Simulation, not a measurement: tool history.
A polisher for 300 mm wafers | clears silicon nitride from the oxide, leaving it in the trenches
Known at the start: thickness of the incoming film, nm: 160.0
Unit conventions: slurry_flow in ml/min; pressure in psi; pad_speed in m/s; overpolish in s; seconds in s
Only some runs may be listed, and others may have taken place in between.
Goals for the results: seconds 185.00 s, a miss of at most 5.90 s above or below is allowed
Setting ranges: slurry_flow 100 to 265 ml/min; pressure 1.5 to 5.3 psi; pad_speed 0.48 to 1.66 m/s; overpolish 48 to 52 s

run 1 day=0.000 | slurry_flow=170 pressure=3.4 pad_speed=1.06 overpolish=48 | seconds=121.66
run 2 day=0.279 | slurry_flow=170 pressure=3.4 pad_speed=0.94 overpolish=48 | seconds=140.71
run 3 day=0.504 | slurry_flow=170 pressure=4.2 pad_speed=0.94 overpolish=48 | seconds=114.83
run 4 day=0.846 | slurry_flow=165 pressure=3.7 pad_speed=0.94 overpolish=48 | seconds=128.78
run 5 day=1.167 | slurry_flow=165 pressure=3.3 pad_speed=0.94 overpolish=48 | seconds=144.03
run 6 day=1.412 | slurry_flow=165 pressure=3.1 pad_speed=0.94 overpolish=48 | seconds=151.10
run 7 day=1.750 | slurry_flow=165 pressure=2.9 pad_speed=0.94 overpolish=48 | seconds=159.45
run 8 day=1.804 | slurry_flow=165 pressure=2.8 pad_speed=0.94 overpolish=48 | seconds=163.96
run 9 day=1.892 | slurry_flow=165 pressure=2.7 pad_speed=0.94 overpolish=48 | seconds=168.69

Next run, 4 choices. One meets every target within its allowed miss, the rest don't. Which?
run A day=1.979 | slurry_flow=155 pressure=3.2 pad_speed=0.96 overpolish=52 | seconds=?
run B day=1.979 | slurry_flow=160 pressure=2.8 pad_speed=1.00 overpolish=52 | seconds=?
run C day=1.979 | slurry_flow=155 pressure=3.0 pad_speed=0.78 overpolish=52 | seconds=?
run D day=1.979 | slurry_flow=145 pressure=2.8 pad_speed=1.02 overpolish=48 | seconds=?

move=A seconds=141.08
move=B seconds=151.94
move=C seconds=182.43
move=D seconds=150.80
A: its largest miss is bigger than the last run's
B: its largest miss is bigger than the last run's
C: all results land within tolerance of their targets
D: its largest miss is bigger than the last run's
So the answer is move C, the one that meets all the targets.
